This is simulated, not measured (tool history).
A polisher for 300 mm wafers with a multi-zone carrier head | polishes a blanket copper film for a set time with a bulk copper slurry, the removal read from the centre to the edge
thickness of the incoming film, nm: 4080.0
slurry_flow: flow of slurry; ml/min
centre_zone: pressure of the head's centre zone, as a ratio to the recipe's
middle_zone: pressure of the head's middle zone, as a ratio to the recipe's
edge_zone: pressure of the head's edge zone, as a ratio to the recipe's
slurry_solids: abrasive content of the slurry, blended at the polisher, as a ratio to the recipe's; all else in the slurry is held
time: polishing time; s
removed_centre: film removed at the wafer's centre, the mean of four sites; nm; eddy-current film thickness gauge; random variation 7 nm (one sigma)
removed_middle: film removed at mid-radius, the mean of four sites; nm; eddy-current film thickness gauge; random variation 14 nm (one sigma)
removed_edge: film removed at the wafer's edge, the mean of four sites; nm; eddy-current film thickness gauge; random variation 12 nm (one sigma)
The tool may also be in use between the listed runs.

run  hour  slurry_flow  centre_zone  middle_zone  edge_zone  slurry_solids  time  removed_centre  removed_middle  removed_edge
  1     0          150            1            1          1              1    49          680.56          699.29         686.3
  2   1.3          150            1         0.97          1              1    49          680.12          689.71        676.95
  3   9.7          150         1.05         0.97          1              1    49          727.76           691.5        677.82
  4  10.2          150         1.05         0.97       1.05              1    49          715.49          669.52        701.85
  5  11.4          150         1.05         0.97       1.05           0.85    49          713.41          646.64         675.1
  6  17.6          160         1.06         1.01       1.05           0.95    49          730.02           700.3        690.97

Run 7 comes next. What will it give?
  7  20.2          165         1.07         1.03       1.06           1.05    50               ?               ?             ?

Run 7 gave removed_centre 774.41 nm, removed_middle 723.76 nm, removed_edge 724.81 nm.

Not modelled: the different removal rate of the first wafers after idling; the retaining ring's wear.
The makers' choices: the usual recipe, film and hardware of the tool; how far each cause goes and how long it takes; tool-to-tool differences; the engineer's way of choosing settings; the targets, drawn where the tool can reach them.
